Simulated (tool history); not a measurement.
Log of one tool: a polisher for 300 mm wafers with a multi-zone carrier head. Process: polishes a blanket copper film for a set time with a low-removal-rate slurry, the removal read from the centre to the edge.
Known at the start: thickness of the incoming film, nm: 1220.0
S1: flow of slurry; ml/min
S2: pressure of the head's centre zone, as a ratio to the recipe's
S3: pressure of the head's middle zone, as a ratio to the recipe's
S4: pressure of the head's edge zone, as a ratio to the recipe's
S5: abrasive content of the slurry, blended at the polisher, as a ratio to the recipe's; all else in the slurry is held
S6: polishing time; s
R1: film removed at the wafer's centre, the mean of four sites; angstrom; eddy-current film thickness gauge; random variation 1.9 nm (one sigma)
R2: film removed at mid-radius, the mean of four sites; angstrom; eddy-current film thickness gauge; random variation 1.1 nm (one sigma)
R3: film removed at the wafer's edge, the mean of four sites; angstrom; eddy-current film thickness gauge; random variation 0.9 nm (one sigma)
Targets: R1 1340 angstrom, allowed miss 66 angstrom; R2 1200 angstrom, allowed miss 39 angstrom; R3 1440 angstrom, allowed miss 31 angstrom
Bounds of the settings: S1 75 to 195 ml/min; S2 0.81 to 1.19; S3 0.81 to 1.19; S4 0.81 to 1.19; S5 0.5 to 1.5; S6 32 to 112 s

{"run": 1, "hour": 0.0, "S1": 125, "S2": 1, "S3": 1, "S4": 1, "S5": 1, "S6": 72, "R1": 2430.2, "R2": 2287, "R3": 2335.9}
{"run": 2, "hour": 8.5, "S1": 125, "S2": 1, "S3": 1, "S4": 1, "S5": 0.9, "S6": 72, "R1": 2288.7, "R2": 2248.3, "R3": 2240.8}
{"run": 3, "hour": 9.8, "S1": 115, "S2": 1.01, "S3": 0.96, "S4": 1.01, "S5": 0.85, "S6": 68, "R1": 2092, "R2": 1957.3, "R3": 2117.7}
{"run": 4, "hour": 17.5, "S1": 115, "S2": 0.93, "S3": 0.96, "S4": 1.01, "S5": 0.85, "S6": 68, "R1": 1971.8, "R2": 1975.3, "R3": 2086.6}
{"run": 5, "hour": 18.3, "S1": 115, "S2": 0.93, "S3": 0.96, "S4": 1.09, "S5": 0.85, "S6": 68, "R1": 1937.1, "R2": 1970.5, "R3": 2159.7}
{"run": 6, "hour": 20.8, "S1": 115, "S2": 0.93, "S3": 0.96, "S4": 1.04, "S5": 0.85, "S6": 68, "R1": 1973.7, "R2": 1951.8, "R3": 2150}
{"run": 7, "hour": 22.2, "S1": 110, "S2": 0.94, "S3": 0.94, "S4": 1.01, "S5": 0.8, "S6": 64, "R1": 1813.3, "R2": 1749.5, "R3": 1924.7}
{"run": 8, "hour": 28.3, "S1": 75, "S2": 0.91, "S3": 0.84, "S4": 0.94, "S5": 0.55, "S6": 56, "R1": 1237.7, "R2": 1156.3, "R3": 1358.5}
{"run": 9, "hour": 35.3, "S1": 80, "S2": 0.91, "S3": 0.84, "S4": 0.95, "S5": 0.55, "S6": 56, "R1": 1227.9, "R2": 1157.1, "R3": 1394.2}
{"run": 10, "hour": 38.4, "S1": 100, "S2": 0.97, "S3": 0.85, "S4": 0.94, "S5": 0.55, "S6": 56, "R1": 1461.8, "R2": 1246.2, "R3": 1433.2}
{"run": 11, "hour": 40.5, "S1": 100, "S2": 0.96, "S3": 0.85, "S4": 0.95, "S5": 0.55, "S6": 56, "R1": 1401.8, "R2": 1231.9, "R3": 1419.4}
{"run": 12, "hour": 41.6, "S1": 100, "S2": 0.96, "S3": 0.85, "S4": 0.96, "S5": 0.55, "S6": 56, "R1": 1380, "R2": 1229.9, "R3": 1431.4}

Which of these 4 next moves meets every target?
{"run": "A", "hour": 42.7, "S1": 75, "S2": 1.05, "S3": 0.81, "S4": 1.01, "S5": 0.65, "S6": 55, "R1": "?", "R2": "?", "R3": "?"}
{"run": "B", "hour": 42.7, "S1": 110, "S2": 1, "S3": 0.93, "S4": 0.99, "S5": 0.5, "S6": 56, "R1": "?", "R2": "?", "R3": "?"}
{"run": "C", "hour": 42.7, "S1": 135, "S2": 0.87, "S3": 0.89, "S4": 0.91, "S5": 0.6, "S6": 53, "R1": "?", "R2": "?", "R3": "?"}
{"run": "D", "hour": 42.7, "S1": 120, "S2": 0.94, "S3": 0.84, "S4": 1.02, "S5": 0.7, "S6": 49, "R1": "?", "R2": "?", "R3": "?"}

move=A R1=1436.6 R2=1168.7 R3=1458.2
move=B R1=1413.1 R2=1333.4 R3=1426.1
move=C R1=1294.2 R2=1348.7 R3=1423.4
move=D R1=1324.2 R2=1220.6 R3=1433.3
A: brings the result that was furthest off to its target, and leaves another outside
B: further off than the last run
C: further off than the last run
D: meets every target
Move D is the one to make.
